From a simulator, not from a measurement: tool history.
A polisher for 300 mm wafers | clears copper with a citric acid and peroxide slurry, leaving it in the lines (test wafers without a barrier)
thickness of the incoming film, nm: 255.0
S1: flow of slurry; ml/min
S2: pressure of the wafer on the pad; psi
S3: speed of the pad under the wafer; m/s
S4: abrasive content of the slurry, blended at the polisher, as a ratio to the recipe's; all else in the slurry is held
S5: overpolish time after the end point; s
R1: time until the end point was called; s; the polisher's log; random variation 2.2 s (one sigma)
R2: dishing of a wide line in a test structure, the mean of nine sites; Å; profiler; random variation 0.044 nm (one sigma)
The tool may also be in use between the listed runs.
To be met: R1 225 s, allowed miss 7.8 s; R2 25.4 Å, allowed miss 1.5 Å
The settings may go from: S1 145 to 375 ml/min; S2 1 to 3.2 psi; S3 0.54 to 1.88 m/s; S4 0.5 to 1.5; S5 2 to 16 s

run  hour   S1   S2    S3    S4  S5      R1      R2
  1     0  240  2.1   1.2     1   8  135.41  107.29
  2   3.4  240  2.1   1.2     1   7  138.46  90.962
  3   4.1  240  1.7   1.2     1   7  165.95  77.072
  4   5.2  245  1.6  1.16     1   6  187.29  62.059
  5  10.7  215  1.5  1.16   0.9   5   203.5  47.331
  6  16.7  215  1.5     1   0.9   5   235.9   40.07
  7  18.4  285  1.5  0.84  1.15   2  253.38  15.594
     26.2  -- head pressure recalibrated
  8  26.2  265  1.6  0.84  1.05   2   261.6  15.074
  9  29.6  245  1.7  0.86     1   2  245.56  15.336
 10  37.8  240  1.7   0.9  0.95   2  239.74  16.528
 11  40.5  210  1.9  0.92  0.75   5   221.3  42.116
 12    45  220  1.8   0.9   0.9   5  227.46  40.905
 13  48.8  220  1.8   0.9   0.9   5  229.79  41.836
 14  50.3  255  1.8   0.9   0.9   5  227.07  42.019
 15  55.7  245  1.8  0.88     1   5  227.66  41.399
 16  64.7  250  1.8  0.88     1   5  220.24  41.463
 17  71.4  255  1.8  0.88  1.05   5  220.34    42.5
 18  76.9  185  1.9   0.9   0.8   2  224.14   16.52
 19  83.5  255  1.7   0.9  0.95   2  232.07  16.163
 20  84.3  245  1.7   0.9  0.95   2  237.08  16.425
 21  90.2  240  1.7   0.9   0.9   2  240.74  15.926
 22  98.9  240  1.7   0.9  0.95   3  241.97  23.846

4 next moves are on the table. One of them brings every result within its allowed miss. Which?
  A  107.6  250  1.1   1.4  1.15   3   ?   ?
  B  107.6  225  1.5  0.94   0.8   4   ?   ?
  C  107.6  260  1.6  0.92   0.8   4   ?   ?
  D  107.6  295  2.8  0.66   0.8   3   ?   ?

move      R1      R2
   A  224.28  25.101
   B   261.6  28.695
   C  248.08  30.244
   D  197.58  28.597
A: meets every target
B: further off than the last run
C: further off than the last run
D: takes the result that was furthest off past its target
Answer: A
